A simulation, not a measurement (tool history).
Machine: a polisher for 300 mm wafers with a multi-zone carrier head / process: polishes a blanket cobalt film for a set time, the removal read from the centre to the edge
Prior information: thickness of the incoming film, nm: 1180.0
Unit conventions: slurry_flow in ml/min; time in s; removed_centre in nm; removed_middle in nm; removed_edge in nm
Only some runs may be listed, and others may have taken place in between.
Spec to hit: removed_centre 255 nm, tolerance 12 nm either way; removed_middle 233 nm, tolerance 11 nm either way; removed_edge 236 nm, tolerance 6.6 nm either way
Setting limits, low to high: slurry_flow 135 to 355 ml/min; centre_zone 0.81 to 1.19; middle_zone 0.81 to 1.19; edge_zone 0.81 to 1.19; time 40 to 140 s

run 1 hour=0 | slurry_flow=225 centre_zone=1 middle_zone=1 edge_zone=1 time=90 | removed_centre=356.19 removed_middle=343.96 removed_edge=349.2
run 2 hour=1.7 | slurry_flow=275 centre_zone=1 middle_zone=1 edge_zone=1 time=90 | removed_centre=357.82 removed_middle=368.38 removed_edge=359.03
run 3 hour=8.1 | slurry_flow=270 centre_zone=1 middle_zone=0.99 edge_zone=0.99 time=87 | removed_centre=338.42 removed_middle=346.93 removed_edge=338.94
run 4 hour=16.8 | slurry_flow=265 centre_zone=1 middle_zone=0.98 edge_zone=0.98 time=85 | removed_centre=333.29 removed_middle=326.99 removed_edge=331.96
run 5 hour=22.6 | slurry_flow=265 centre_zone=1 middle_zone=0.98 edge_zone=0.97 time=83 | removed_centre=336.85 removed_middle=322.95 removed_edge=325.18
run 6 hour=24.4 | slurry_flow=290 centre_zone=1 middle_zone=0.98 edge_zone=0.97 time=83 | removed_centre=334.65 removed_middle=335.85 removed_edge=329.01
run 7 hour=32.3 | slurry_flow=225 centre_zone=0.97 middle_zone=0.91 edge_zone=0.87 time=58 | removed_centre=223.24 removed_middle=209.34 removed_edge=214.23
run 8 hour=38.3 | slurry_flow=230 centre_zone=0.98 middle_zone=0.91 edge_zone=0.88 time=58 | removed_centre=218.72 removed_middle=212.58 removed_edge=212.71
run 9 hour=42.7 | slurry_flow=235 centre_zone=0.99 middle_zone=0.91 edge_zone=0.89 time=58 | removed_centre=225.07 removed_middle=212.59 removed_edge=216.15
run 10 hour=51.7 | slurry_flow=240 centre_zone=1 middle_zone=0.91 edge_zone=0.9 time=58 | removed_centre=232.57 removed_middle=214.01 removed_edge=216.01
run 11 hour=55.6 | slurry_flow=245 centre_zone=1 middle_zone=0.91 edge_zone=0.91 time=58 | removed_centre=229.82 removed_middle=215.26 removed_edge=216.86
run 12 hour=59.1 | slurry_flow=250 centre_zone=1 middle_zone=0.91 edge_zone=0.92 time=58 | removed_centre=235.64 removed_middle=217.96 removed_edge=221.71
run 13 hour=67.7 | slurry_flow=255 centre_zone=1 middle_zone=0.91 edge_zone=0.92 time=58 | removed_centre=225.48 removed_middle=219.34 removed_edge=220.63
run 14 hour=69 | slurry_flow=255 centre_zone=1.01 middle_zone=0.91 edge_zone=0.93 time=58 | removed_centre=229.97 removed_middle=220.66 removed_edge=220.23
run 15 hour=71.8 | slurry_flow=255 centre_zone=1.01 middle_zone=0.91 edge_zone=0.93 time=58 | removed_centre=232.1 removed_middle=219.42 removed_edge=220.89
run 16 hour=73.3 | slurry_flow=255 centre_zone=1.02 middle_zone=0.91 edge_zone=0.94 time=58 | removed_centre=238.11 removed_middle=214.86 removed_edge=220.61
run 17 hour=80.9 | slurry_flow=260 centre_zone=1.02 middle_zone=0.91 edge_zone=0.95 time=58 | removed_centre=227.65 removed_middle=217.18 removed_edge=221.82
run 18 hour=88.7 | slurry_flow=260 centre_zone=1.03 middle_zone=0.91 edge_zone=0.95 time=58 | removed_centre=239.71 removed_middle=220.11 removed_edge=220.09
run 19 hour=90.9 | slurry_flow=260 centre_zone=1.03 middle_zone=0.91 edge_zone=0.96 time=58 | removed_centre=235.77 removed_middle=219.83 removed_edge=224.69
run 20 hour=95.5 | slurry_flow=265 centre_zone=1.03 middle_zone=0.91 edge_zone=0.96 time=58 | removed_centre=235.28 removed_middle=219.91 removed_edge=225.01

Of the 5 settings listed for the next run, only one would bring every result within its allowed miss of target. Which one?
run A hour=100.1 | slurry_flow=175 centre_zone=1.08 middle_zone=0.97 edge_zone=1.02 time=63 | removed_centre=? removed_middle=? removed_edge=?
run B hour=100.1 | slurry_flow=260 centre_zone=0.85 middle_zone=0.93 edge_zone=1.02 time=61 | removed_centre=? removed_middle=? removed_edge=?
run C hour=100.1 | slurry_flow=280 centre_zone=0.94 middle_zone=0.93 edge_zone=0.95 time=61 | removed_centre=? removed_middle=? removed_edge=?
run D hour=100.1 | slurry_flow=255 centre_zone=0.96 middle_zone=0.97 edge_zone=0.92 time=66 | removed_centre=? removed_middle=? removed_edge=?
run E hour=100.1 | slurry_flow=300 centre_zone=0.81 middle_zone=0.96 edge_zone=1.04 time=59 | removed_centre=? removed_middle=? removed_edge=?

move=A removed_centre=247.57 removed_middle=228.53 removed_edge=238.28
move=B removed_centre=208.01 removed_middle=227.15 removed_edge=241.48
move=C removed_centre=229.1 removed_middle=229.02 removed_edge=236.57
move=D removed_centre=249.51 removed_middle=253.89 removed_edge=250.72
move=E removed_centre=196.51 removed_middle=229.26 removed_edge=238.11
A: all results in spec
B: corrects the largest miss of the last run, while another result sits out of spec
C: corrects the largest miss of the last run, while another result sits out of spec
D: pushes the last run's worst result past its target
E: corrects the largest miss of the last run, while another result sits out of spec
A is the move that brings every result within its allowed miss.
